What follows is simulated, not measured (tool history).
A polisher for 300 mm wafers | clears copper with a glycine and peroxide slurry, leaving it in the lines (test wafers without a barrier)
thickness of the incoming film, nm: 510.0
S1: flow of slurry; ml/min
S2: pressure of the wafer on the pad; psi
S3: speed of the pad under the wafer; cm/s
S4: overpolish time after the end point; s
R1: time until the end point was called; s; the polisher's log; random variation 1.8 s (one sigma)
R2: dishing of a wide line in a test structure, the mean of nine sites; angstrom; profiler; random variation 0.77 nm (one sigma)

run,day,S1,S2,S3,S4,R1,R2
1,0.000,310,3.0,80,26,100.020,778.29
2,0.083,310,3.0,80,34,99.450,916.88
3,0.258,310,3.0,80,27,97.986,756.88
4,0.354,310,2.9,80,25,100.810,714.98
5,0.546,310,2.9,96,25,86.317,798.94
6,0.579,310,2.9,110,25,78.024,858.11
7,0.879,300,2.1,88,12,122.730,328.09

The next listed run, before its measurement:
8,1.075,300,2.1,88,13,?,?

R1: 124.440 s
R2: 363.43 angstrom
